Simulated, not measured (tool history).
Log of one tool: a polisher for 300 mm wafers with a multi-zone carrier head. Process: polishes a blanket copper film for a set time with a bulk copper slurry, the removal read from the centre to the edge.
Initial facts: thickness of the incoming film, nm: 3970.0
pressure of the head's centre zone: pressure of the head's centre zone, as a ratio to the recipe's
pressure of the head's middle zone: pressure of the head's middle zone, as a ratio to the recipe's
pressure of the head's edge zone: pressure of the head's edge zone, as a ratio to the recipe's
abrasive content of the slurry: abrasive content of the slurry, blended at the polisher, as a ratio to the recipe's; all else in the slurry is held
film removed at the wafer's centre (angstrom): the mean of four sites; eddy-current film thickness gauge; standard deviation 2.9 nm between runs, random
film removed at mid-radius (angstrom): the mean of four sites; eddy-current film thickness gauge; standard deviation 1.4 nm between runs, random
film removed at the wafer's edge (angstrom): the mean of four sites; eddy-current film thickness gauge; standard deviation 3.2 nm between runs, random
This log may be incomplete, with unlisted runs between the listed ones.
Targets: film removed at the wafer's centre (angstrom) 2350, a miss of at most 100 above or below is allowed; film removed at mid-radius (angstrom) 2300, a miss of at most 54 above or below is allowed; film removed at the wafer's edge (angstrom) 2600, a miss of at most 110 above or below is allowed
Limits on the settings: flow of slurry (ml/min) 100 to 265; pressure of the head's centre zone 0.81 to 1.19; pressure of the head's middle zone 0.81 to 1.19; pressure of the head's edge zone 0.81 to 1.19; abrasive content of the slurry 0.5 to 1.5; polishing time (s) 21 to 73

| run | day | flow of slurry (ml/min) | pressure of the head's centre zone | pressure of the head's middle zone | pressure of the head's edge zone | abrasive content of the slurry | polishing time (s) | film removed at the wafer's centre (angstrom) | film removed at mid-radius (angstrom) | film removed at the wafer's edge (angstrom) |
|---|---|---|---|---|---|---|---|---|---|---|
| 1 | 0 | 170 | 1 | 1 | 1 | 1 | 47 | 2897.5 | 2801.3 | 2732.5 |
| 2 | 0.338 | 155 | 0.96 | 0.96 | 1.01 | 0.95 | 47 | 2682.1 | 2619.1 | 2647.5 |
| 3 | 0.658 | 155 | 0.96 | 0.96 | 1.01 | 1.05 | 47 | 2733.2 | 2707.3 | 2801.6 |
| 4 | 0.762 | 185 | 0.96 | 0.96 | 1.01 | 1.05 | 47 | 2851 | 2771.2 | 2724 |
| 5 | 0.896 | 220 | 0.96 | 0.96 | 1.01 | 1.05 | 47 | 2933.7 | 2867.7 | 2848.4 |
| 6 | 1.154 | 220 | 0.96 | 0.96 | 1.01 | 1.05 | 55 | 3500.2 | 3348.1 | 3311.3 |
| 7 | 1.221 | 195 | 0.92 | 0.91 | 1 | 0.85 | 54 | 3010.9 | 2971.6 | 3086.3 |
| 8 | 1.575 | 180 | 0.91 | 0.88 | 0.98 | 0.75 | 53 | 2799.6 | 2727.4 | 2906.1 |
| 9 | 1.838 | 165 | 0.9 | 0.86 | 0.96 | 0.65 | 53 | 2742.7 | 2604.4 | 2778.6 |
| 10 | 1.875 | 155 | 0.88 | 0.84 | 0.96 | 0.6 | 53 | 2507.1 | 2468 | 2782 |
| 11 | 2 | 145 | 0.88 | 0.84 | 0.94 | 0.55 | 53 | 2496.7 | 2387.4 | 2670 |
| 12 | 2.042 | 140 | 0.87 | 0.84 | 0.94 | 0.55 | 53 | 2431 | 2374 | 2623.8 |
| 13 | 2.062 | 120 | 0.86 | 0.82 | 0.96 | 0.55 | 53 | 2308.6 | 2249 | 2573.4 |

Exactly one of the 5 candidate moves below puts every result within its allowed miss. Which one?
| A | 2.083 | 100 | 0.85 | 0.92 | 0.98 | 0.55 | 53 | ? | ? | ? |
| B | 2.083 | 100 | 0.93 | 0.84 | 1.05 | 0.7 | 51 | ? | ? | ? |
| C | 2.083 | 100 | 0.91 | 0.81 | 0.99 | 0.75 | 50 | ? | ? | ? |
| D | 2.083 | 100 | 0.84 | 0.87 | 0.92 | 0.5 | 56 | ? | ? | ? |
| E | 2.083 | 100 | 0.89 | 0.85 | 0.94 | 0.75 | 53 | ? | ? | ? |

| move | film removed at the wafer's centre (angstrom) | film removed at mid-radius (angstrom) | film removed at the wafer's edge (angstrom) |
|---|---|---|---|
| A | 2089.7 | 2298.9 | 2525 |
| B | 2277.3 | 2137.1 | 2618.1 |
| C | 2214.3 | 2059.4 | 2528.4 |
| D | 2149.5 | 2283.6 | 2553.9 |
| E | 2299.7 | 2271.1 | 2615.7 |
A: corrects the largest miss of the last run, while another result sits out of spec
B: further off than the last run
C: further off than the last run
D: corrects the largest miss of the last run, while another result sits out of spec
E: in spec on every target
E meets every target.
